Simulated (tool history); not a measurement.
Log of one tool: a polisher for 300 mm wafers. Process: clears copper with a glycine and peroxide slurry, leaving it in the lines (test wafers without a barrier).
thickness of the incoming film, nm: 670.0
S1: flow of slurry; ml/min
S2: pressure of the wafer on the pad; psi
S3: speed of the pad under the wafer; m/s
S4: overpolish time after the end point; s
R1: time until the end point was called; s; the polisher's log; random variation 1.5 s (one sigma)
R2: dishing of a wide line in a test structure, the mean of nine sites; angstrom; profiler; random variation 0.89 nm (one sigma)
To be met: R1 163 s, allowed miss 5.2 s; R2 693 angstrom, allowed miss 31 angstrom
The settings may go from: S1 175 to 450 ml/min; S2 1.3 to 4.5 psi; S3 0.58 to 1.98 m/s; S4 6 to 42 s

| run | day | S1 | S2 | S3 | S4 | R1 | R2 |
|---|---|---|---|---|---|---|---|
| 1 | 0 | 290 | 2.9 | 1.28 | 21 | 94.724 | 818.88 |
| 2 | 0.375 | 290 | 2.7 | 1.26 | 22 | 101.61 | 783.83 |
| 3 | 0.688 | 290 | 2.7 | 1.26 | 16 | 100.39 | 631.44 |
| 4 | 0.871 | 290 | 3.2 | 1.26 | 16 | 87.98 | 702.98 |
| 5 | 0.917 | 290 | 2.9 | 1.24 | 18 | 97.377 | 703.79 |
| 6 | 1.05 | 290 | 2.7 | 1.22 | 20 | 105.09 | 724.02 |
| 7 | 1.162 | 290 | 2.5 | 1.22 | 21 | 109.84 | 718.93 |
| 8 | 1.35 | 290 | 2.3 | 1.2 | 22 | 121.41 | 711.33 |
| 9 | 1.496 | 290 | 2.2 | 1.2 | 23 | 125.01 | 696.73 |
| 10 | 1.854 | 290 | 2.1 | 1.2 | 24 | 131 | 689.06 |
| 11 | 1.988 | 290 | 2 | 1.2 | 25 | 134.24 | 696.31 |

Which of these 4 next moves meets every target?
| A | 2.121 | 255 | 1.5 | 1.3 | 27 | ? | ? |
| B | 2.121 | 255 | 1.8 | 1.04 | 30 | ? | ? |
| C | 2.121 | 185 | 2.6 | 0.72 | 30 | ? | ? |
| D | 2.121 | 255 | 2.4 | 1.3 | 21 | ? | ? |

| move | R1 | R2 |
|---|---|---|
| A | 161.98 | 620.49 |
| B | 159.55 | 693.61 |
| C | 151.87 | 751.98 |
| D | 110.97 | 712.51 |
A: brings the result that was furthest off to its target, and leaves another outside
B: meets every target
C: nearer than the last run, and not there yet
D: further off than the last run
The right move is B.

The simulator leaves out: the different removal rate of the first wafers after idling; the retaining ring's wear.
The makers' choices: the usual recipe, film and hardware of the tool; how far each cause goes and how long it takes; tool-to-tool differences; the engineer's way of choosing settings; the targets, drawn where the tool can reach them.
